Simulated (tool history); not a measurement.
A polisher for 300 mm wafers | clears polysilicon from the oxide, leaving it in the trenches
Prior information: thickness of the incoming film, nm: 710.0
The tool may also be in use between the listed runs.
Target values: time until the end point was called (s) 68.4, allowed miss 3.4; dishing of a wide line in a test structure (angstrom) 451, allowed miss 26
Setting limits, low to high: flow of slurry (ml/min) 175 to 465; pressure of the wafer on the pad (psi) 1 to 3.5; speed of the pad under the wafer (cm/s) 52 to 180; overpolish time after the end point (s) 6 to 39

| run | hour | flow of slurry (ml/min) | pressure of the wafer on the pad (psi) | speed of the pad under the wafer (cm/s) | overpolish time after the end point (s) | time until the end point was called (s) | dishing of a wide line in a test structure (angstrom) |
|---|---|---|---|---|---|---|---|
| 1 | 0 | 295 | 2.2 | 116 | 20 | 52.506 | 741.76 |
| 2 | 7.8 | 295 | 2.7 | 116 | 20 | 42.59 | 764.45 |
| 3 | 12 | 295 | 2.2 | 116 | 20 | 52.122 | 720.65 |
| 4 | 17 | 295 | 2 | 116 | 20 | 57.971 | 720.01 |
| 5 | 20.1 | 295 | 2 | 116 | 23 | 58.671 | 728.96 |
| 6 | 22.5 | 295 | 2.2 | 116 | 23 | 52.296 | 778.44 |
| 7 | 24.7 | 295 | 2 | 120 | 21 | 55.599 | 723.27 |
| 8 | 27.4 | 280 | 1.9 | 124 | 19 | 55.375 | 725.72 |
| 9 | 36.3 | 305 | 1.8 | 122 | 17 | 61.274 | 679.48 |
| 10 | 38.9 | 330 | 1.7 | 128 | 15 | 59.643 | 689.79 |
| 11 | 39.8 | 310 | 1.7 | 126 | 14 | 61.405 | 669.21 |
| 12 | 44.5 | 310 | 1.7 | 126 | 14 | 60.944 | 650.01 |
| 13 | 50.4 | 290 | 1.7 | 126 | 13 | 61.824 | 647.82 |
| 14 | 53.1 | 275 | 1.7 | 126 | 12 | 62.388 | 625.47 |
| 15 | 57.9 | 260 | 1.7 | 126 | 11 | 60.328 | 594.33 |
| 16 | 65.9 | 250 | 1.7 | 124 | 10 | 62.741 | 569.9 |

Consider the 5 candidate settings below. Which is the only one whose results all fall within their allowed miss of target?
| A | 73.9 | 235 | 1.8 | 112 | 7 | ? | ? |
| B | 73.9 | 175 | 1.8 | 116 | 6 | ? | ? |
| C | 73.9 | 190 | 1.6 | 126 | 6 | ? | ? |
| D | 73.9 | 270 | 1.3 | 126 | 11 | ? | ? |
| E | 73.9 | 190 | 1.9 | 122 | 6 | ? | ? |

| move | time until the end point was called (s) | dishing of a wide line in a test structure (angstrom) |
|---|---|---|
| A | 66.262 | 459.55 |
| B | 66.316 | 416.05 |
| C | 67.816 | 409.88 |
| D | 79.606 | 535.97 |
| E | 59.31 | 447.29 |
A: meets every target
B: carries the result that was furthest off beyond its target, to the other side
C: carries the result that was furthest off beyond its target, to the other side
D: nearer the targets than the last run, but a result is still out of spec
E: puts the biggest miss on target and leaves a different result outside tolerance
Go with A: it meets all targets.
